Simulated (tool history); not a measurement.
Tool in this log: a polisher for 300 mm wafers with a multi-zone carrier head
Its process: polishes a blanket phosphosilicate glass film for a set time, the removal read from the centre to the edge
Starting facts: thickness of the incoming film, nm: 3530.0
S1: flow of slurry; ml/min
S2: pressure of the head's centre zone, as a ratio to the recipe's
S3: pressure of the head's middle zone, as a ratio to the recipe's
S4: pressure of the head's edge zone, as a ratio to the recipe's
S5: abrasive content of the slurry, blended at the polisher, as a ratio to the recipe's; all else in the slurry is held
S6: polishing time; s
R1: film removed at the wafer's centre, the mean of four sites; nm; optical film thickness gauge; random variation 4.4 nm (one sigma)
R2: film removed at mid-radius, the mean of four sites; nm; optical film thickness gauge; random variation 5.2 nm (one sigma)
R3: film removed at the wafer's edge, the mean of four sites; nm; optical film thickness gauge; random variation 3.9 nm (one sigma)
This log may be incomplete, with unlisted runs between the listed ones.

run	hour	S1	S2	S3	S4	S5	S6	R1	R2	R3
1	0.0	220	1.00	1.00	1.00	1.00	59	607.60	618.89	620.36
2	1.0	220	1.00	1.00	1.00	1.00	65	686.39	681.64	683.74
3	7.7	215	1.01	0.97	0.96	0.85	63	617.53	606.22	600.16
4	15.9	215	1.01	1.05	0.96	0.85	63	617.29	653.15	605.54
5	22.7	215	1.01	1.05	0.96	0.85	49	471.09	494.93	462.80
6	27.5	215	1.01	1.05	0.88	0.85	49	475.21	499.03	451.43

The next listed run, before its measurement:
7	30.2	210	1.02	1.01	0.88	0.85	49	?	?	?

{"run 7": {"R1": 482.88, "R2": 477.42, "R3": 448.92}}
